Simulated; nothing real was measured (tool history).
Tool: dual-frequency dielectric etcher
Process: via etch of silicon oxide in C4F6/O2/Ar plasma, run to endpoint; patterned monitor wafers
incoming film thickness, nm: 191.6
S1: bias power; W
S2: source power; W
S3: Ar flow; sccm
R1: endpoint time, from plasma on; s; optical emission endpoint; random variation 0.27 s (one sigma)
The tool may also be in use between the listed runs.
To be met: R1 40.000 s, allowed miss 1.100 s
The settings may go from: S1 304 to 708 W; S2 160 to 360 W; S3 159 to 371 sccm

| run | day | S1 | S2 | S3 | R1 |
|---|---|---|---|---|---|
| 1 | 0.000 | 506 | 260 | 265 | 48.579 |
| 2 | 0.125 | 556 | 270 | 260 | 45.663 |
| 3 | 0.392 | 592 | 280 | 258 | 43.597 |
| 4 | 0.488 | 616 | 280 | 257 | 42.553 |
| 5 | 0.542 | 633 | 280 | 256 | 42.463 |
| 6 | 0.633 | 649 | 280 | 255 | 42.079 |
| 7 | 0.717 | 649 | 280 | 255 | 41.586 |
| 8 | 0.921 | 660 | 280 | 254 | 41.839 |

Which of these 5 next moves meets every target?
| A | 1.125 | 594 | 260 | 265 | ? |
| B | 1.125 | 585 | 280 | 287 | ? |
| C | 1.125 | 704 | 280 | 262 | ? |
| D | 1.125 | 676 | 240 | 236 | ? |
| E | 1.125 | 548 | 310 | 245 | ? |

| move | R1 |
|---|---|
| A | 45.397 |
| B | 44.844 |
| C | 40.672 |
| D | 43.461 |
| E | 43.646 |
A: further off than the last run
B: further off than the last run
C: meets every target
D: further off than the last run
E: further off than the last run
Move C is the one to make.
